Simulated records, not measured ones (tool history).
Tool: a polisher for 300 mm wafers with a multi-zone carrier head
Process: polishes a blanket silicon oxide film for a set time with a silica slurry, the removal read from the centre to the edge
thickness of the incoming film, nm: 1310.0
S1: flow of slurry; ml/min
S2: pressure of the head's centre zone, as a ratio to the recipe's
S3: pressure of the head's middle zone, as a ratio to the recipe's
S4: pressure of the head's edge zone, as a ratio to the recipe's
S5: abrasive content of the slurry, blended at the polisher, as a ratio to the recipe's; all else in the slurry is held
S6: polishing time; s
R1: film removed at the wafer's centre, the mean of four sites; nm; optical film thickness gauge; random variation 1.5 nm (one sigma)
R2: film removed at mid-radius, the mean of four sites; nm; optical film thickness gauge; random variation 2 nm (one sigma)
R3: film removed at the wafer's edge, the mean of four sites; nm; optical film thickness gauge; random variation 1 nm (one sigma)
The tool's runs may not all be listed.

run,hour,S1,S2,S3,S4,S5,S6,R1,R2,R3
1,0.0,240,1.00,1.00,1.00,1.00,30,121.82,121.13,124.70
2,7.1,240,1.00,1.07,1.00,1.00,30,121.53,131.46,123.56
3,12.6,260,1.06,1.05,1.04,1.05,30,132.50,131.73,129.60
4,19.3,270,1.10,1.03,1.05,1.10,30,142.40,133.75,132.92
5,23.1,280,1.13,1.01,1.07,1.15,30,149.85,129.77,138.67
6,30.1,280,1.13,1.01,0.99,1.15,30,149.86,132.53,133.18
7,32.6,290,1.15,1.00,1.02,1.15,30,152.99,137.49,134.96
8,37.4,290,1.16,0.98,1.04,1.20,30,156.20,133.02,140.04

Forecast run 9:
# hour 38.6: worn pad replaced by a new one
9,38.6,295,1.17,0.97,1.04,1.20,30,?,?,?

R1: 178.07 nm
R2: 153.29 nm
R3: 156.62 nm
